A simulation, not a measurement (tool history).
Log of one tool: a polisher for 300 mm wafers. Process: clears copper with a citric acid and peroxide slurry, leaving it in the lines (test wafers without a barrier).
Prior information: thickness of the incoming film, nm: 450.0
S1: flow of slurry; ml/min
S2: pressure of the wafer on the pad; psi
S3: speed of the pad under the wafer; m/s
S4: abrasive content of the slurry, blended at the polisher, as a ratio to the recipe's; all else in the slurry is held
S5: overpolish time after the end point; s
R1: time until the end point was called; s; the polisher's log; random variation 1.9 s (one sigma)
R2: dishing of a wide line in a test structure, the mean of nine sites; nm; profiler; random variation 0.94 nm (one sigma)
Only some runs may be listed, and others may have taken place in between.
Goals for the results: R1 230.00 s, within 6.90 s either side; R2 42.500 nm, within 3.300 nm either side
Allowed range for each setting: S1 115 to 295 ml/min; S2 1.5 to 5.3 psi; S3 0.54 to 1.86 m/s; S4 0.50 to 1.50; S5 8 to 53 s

Run 1, hour 0.0: S1 190 ml/min, S2 3.4 psi, S3 1.18 m/s, S4 1.00, S5 27 s. Result: R1 131.41 s, R2 44.871 nm.
Run 2, hour 5.3: S1 190 ml/min, S2 3.4 psi, S3 1.46 m/s, S4 1.00, S5 27 s. Result: R1 108.80 s, R2 49.947 nm.
Run 3, hour 10.3: S1 190 ml/min, S2 3.2 psi, S3 1.42 m/s, S4 1.00, S5 29 s. Result: R1 115.85 s, R2 52.080 nm.
Run 4, hour 17.3: S1 190 ml/min, S2 3.0 psi, S3 1.38 m/s, S4 1.00, S5 30 s. Result: R1 127.57 s, R2 48.364 nm.
Run 5, hour 25.7: S1 190 ml/min, S2 2.8 psi, S3 1.36 m/s, S4 1.00, S5 31 s. Result: R1 133.94 s, R2 45.200 nm.
Run 6, hour 26.8: S1 190 ml/min, S2 2.8 psi, S3 1.36 m/s, S4 1.00, S5 23 s. Result: R1 135.63 s, R2 41.099 nm.
Run 7, hour 31.7: S1 170 ml/min, S2 1.8 psi, S3 1.12 m/s, S4 1.00, S5 36 s. Result: R1 229.06 s, R2 39.077 nm.
Run 8, hour 35.2: S1 170 ml/min, S2 1.8 psi, S3 1.12 m/s, S4 1.00, S5 37 s. Result: R1 228.90 s, R2 39.051 nm.
Run 9, hour 43.1: S1 170 ml/min, S2 1.8 psi, S3 1.12 m/s, S4 1.00, S5 38 s. Result: R1 233.35 s, R2 39.549 nm.

Which one of the following 4 next-run settings gets every result inside its allowed miss? There is exactly one.
Run A, hour 51.0: S1 190 ml/min, S2 1.9 psi, S3 1.08 m/s, S4 1.05, S5 34 s. Result: R1 ?, R2 ?.
Run B, hour 51.0: S1 180 ml/min, S2 1.9 psi, S3 1.04 m/s, S4 1.15, S5 44 s. Result: R1 ?, R2 ?.
Run C, hour 51.0: S1 180 ml/min, S2 1.9 psi, S3 1.10 m/s, S4 1.00, S5 31 s. Result: R1 ?, R2 ?.
Run D, hour 51.0: S1 190 ml/min, S2 1.5 psi, S3 1.14 m/s, S4 1.25, S5 42 s. Result: R1 ?, R2 ?.

move      R1      R2
   A  227.10  36.688
   B  231.25  42.317
   C  227.24  34.542
   D  244.54  39.278
A: further off than the last run
B: each result inside its tolerance
C: further off than the last run
D: the furthest-off result lands on target, but another misses its tolerance
The move that meets every target is B.
